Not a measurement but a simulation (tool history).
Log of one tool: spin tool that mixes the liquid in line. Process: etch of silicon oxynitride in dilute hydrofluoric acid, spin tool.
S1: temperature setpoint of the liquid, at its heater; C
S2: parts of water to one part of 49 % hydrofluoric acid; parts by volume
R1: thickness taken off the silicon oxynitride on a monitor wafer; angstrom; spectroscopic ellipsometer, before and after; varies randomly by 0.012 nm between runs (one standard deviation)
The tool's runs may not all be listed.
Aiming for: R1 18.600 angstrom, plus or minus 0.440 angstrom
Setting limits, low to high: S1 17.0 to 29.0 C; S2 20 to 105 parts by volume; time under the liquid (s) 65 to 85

Run 1, hour 0.0: S1 21.0 C, S2 55 parts by volume, time under the liquid (s) 85. Result: R1 38.034 angstrom.
Run 2, hour 8.8: S1 21.0 C, S2 65 parts by volume, time under the liquid (s) 85. Result: R1 32.379 angstrom.
Run 3, hour 11.8: S1 20.5 C, S2 70 parts by volume, time under the liquid (s) 85. Result: R1 28.578 angstrom.
Run 4, hour 17.5: S1 20.0 C, S2 70 parts by volume, time under the liquid (s) 85. Result: R1 28.399 angstrom.
Run 5, hour 24.1: S1 20.0 C, S2 70 parts by volume, time under the liquid (s) 65. Result: R1 21.857 angstrom.
Run 6, hour 28.3: S1 19.5 C, S2 70 parts by volume, time under the liquid (s) 65. Result: R1 21.091 angstrom.
Run 7, hour 29.9: S1 18.5 C, S2 70 parts by volume, time under the liquid (s) 65. Result: R1 20.101 angstrom.
Run 8, hour 34.1: S1 18.0 C, S2 70 parts by volume, time under the liquid (s) 65. Result: R1 19.624 angstrom.
Run 9, hour 37.4: S1 18.0 C, S2 70 parts by volume, time under the liquid (s) 65. Result: R1 19.574 angstrom.
Run 10, hour 42.6: S1 17.5 C, S2 70 parts by volume, time under the liquid (s) 65. Result: R1 19.211 angstrom.

Of the 5 settings listed for the next run, only one would bring every result within its allowed miss of target. Which one?
Run A, hour 47.8: S1 17.0 C, S2 75 parts by volume, time under the liquid (s) 70. Result: R1 ?.
Run B, hour 47.8: S1 18.0 C, S2 80 parts by volume, time under the liquid (s) 75. Result: R1 ?.
Run C, hour 47.8: S1 17.5 C, S2 75 parts by volume, time under the liquid (s) 65. Result: R1 ?.
Run D, hour 47.8: S1 17.0 C, S2 65 parts by volume, time under the liquid (s) 65. Result: R1 ?.
Run E, hour 47.8: S1 20.5 C, S2 100 parts by volume, time under the liquid (s) 85. Result: R1 ?.

move      R1
   A  18.445
   B  19.423
   C  17.567
   D  19.890
   E  19.651
A: in spec on every target
B: moves away from the targets compared with the last run
C: takes the biggest miss from the last run beyond its target
D: moves away from the targets compared with the last run
E: moves away from the targets compared with the last run
Correct choice: A, which meets every target

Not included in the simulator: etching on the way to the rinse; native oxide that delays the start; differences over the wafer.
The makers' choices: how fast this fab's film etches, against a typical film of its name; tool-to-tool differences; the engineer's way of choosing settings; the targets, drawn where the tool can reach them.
